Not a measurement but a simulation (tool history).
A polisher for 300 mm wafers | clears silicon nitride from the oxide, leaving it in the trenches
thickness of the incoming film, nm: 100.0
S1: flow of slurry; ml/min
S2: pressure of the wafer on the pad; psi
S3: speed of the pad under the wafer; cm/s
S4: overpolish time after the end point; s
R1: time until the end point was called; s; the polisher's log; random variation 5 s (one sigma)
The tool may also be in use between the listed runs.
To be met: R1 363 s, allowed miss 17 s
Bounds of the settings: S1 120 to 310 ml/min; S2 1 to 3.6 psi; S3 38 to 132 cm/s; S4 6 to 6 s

| run | day | S1 | S2 | S3 | S4 | R1 |
|---|---|---|---|---|---|---|
| 1 | 0 | 200 | 2.3 | 84 | 6 | 163.16 |
| 2 | 0.171 | 200 | 1.9 | 78 | 6 | 212.62 |
| 3 | 0.417 | 200 | 1.9 | 96 | 6 | 177.33 |
| 4 | 0.588 | 245 | 1.9 | 96 | 6 | 172 |
| 5 | 0.646 | 220 | 1.9 | 96 | 6 | 167.85 |
| 6 | 0.992 | 220 | 1.9 | 78 | 6 | 216.83 |
| 7 | 1.088 | 220 | 1.6 | 76 | 6 | 255.24 |
| 8 | 1.4 | 215 | 1 | 68 | 6 | 443.65 |

Which of these 5 next moves meets every target?
| A | 1.712 | 215 | 1 | 56 | 6 | ? |
| B | 1.712 | 165 | 1 | 52 | 6 | ? |
| C | 1.712 | 220 | 1 | 48 | 6 | ? |
| D | 1.712 | 190 | 1 | 54 | 6 | ? |
| E | 1.712 | 245 | 1.2 | 68 | 6 | ? |

| move | R1 |
|---|---|
| A | 541.73 |
| B | 606.08 |
| C | 625.47 |
| D | 570.97 |
| E | 372.76 |
A: further off than the last run
B: further off than the last run
C: further off than the last run
D: further off than the last run
E: meets every target
The right move is E.
